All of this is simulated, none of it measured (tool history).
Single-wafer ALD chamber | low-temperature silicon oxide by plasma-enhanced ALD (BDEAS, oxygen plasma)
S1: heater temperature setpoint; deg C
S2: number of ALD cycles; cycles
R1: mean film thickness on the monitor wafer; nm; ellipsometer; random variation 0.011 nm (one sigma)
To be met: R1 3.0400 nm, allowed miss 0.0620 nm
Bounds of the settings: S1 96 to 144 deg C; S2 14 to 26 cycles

Run 1, hour 0.0: S1 120 deg C, S2 20 cycles. Result: R1 2.7227 nm.
Run 2, hour 1.0: S1 125 deg C, S2 20 cycles. Result: R1 2.6982 nm.
Run 3, hour 9.3: S1 125 deg C, S2 17 cycles. Result: R1 2.2938 nm.
Run 4, hour 15.7: S1 124 deg C, S2 18 cycles. Result: R1 2.4430 nm.
Run 5, hour 22.5: S1 123 deg C, S2 19 cycles. Result: R1 2.5637 nm.
Run 6, hour 23.2: S1 130 deg C, S2 19 cycles. Result: R1 2.5258 nm.
Run 7, hour 23.8: S1 128 deg C, S2 20 cycles. Result: R1 2.6652 nm.
Run 8, hour 31.8: S1 128 deg C, S2 20 cycles. Result: R1 2.6850 nm.
Run 9, hour 34.1: S1 127 deg C, S2 20 cycles. Result: R1 2.6914 nm.
Run 10, hour 39.0: S1 126 deg C, S2 20 cycles. Result: R1 2.6756 nm.
Run 11, hour 41.9: S1 124 deg C, S2 20 cycles. Result: R1 2.6882 nm.
Run 12, hour 46.2: S1 124 deg C, S2 20 cycles. Result: R1 2.7065 nm.
Run 13, hour 53.5: S1 122 deg C, S2 20 cycles. Result: R1 2.7099 nm.
Run 14, hour 60.9: S1 121 deg C, S2 20 cycles. Result: R1 2.7023 nm.
Run 15, hour 64.3: S1 120 deg C, S2 21 cycles. Result: R1 2.8389 nm.

5 next moves are on the table. One of them brings every result within its allowed miss. Which?
Run A, hour 67.7: S1 116 deg C, S2 19 cycles. Result: R1 ?.
Run B, hour 67.7: S1 105 deg C, S2 22 cycles. Result: R1 ?.
Run C, hour 67.7: S1 108 deg C, S2 21 cycles. Result: R1 ?.
Run D, hour 67.7: S1 121 deg C, S2 20 cycles. Result: R1 ?.
Run E, hour 67.7: S1 140 deg C, S2 22 cycles. Result: R1 ?.

move      R1
   A  2.5889
   B  3.0517
   C  2.8989
   D  2.7029
   E  2.8799
A: further off than the last run
B: meets every target
C: nearer than the last run, and not there yet
D: further off than the last run
E: nearer than the last run, and not there yet
The right move is B.

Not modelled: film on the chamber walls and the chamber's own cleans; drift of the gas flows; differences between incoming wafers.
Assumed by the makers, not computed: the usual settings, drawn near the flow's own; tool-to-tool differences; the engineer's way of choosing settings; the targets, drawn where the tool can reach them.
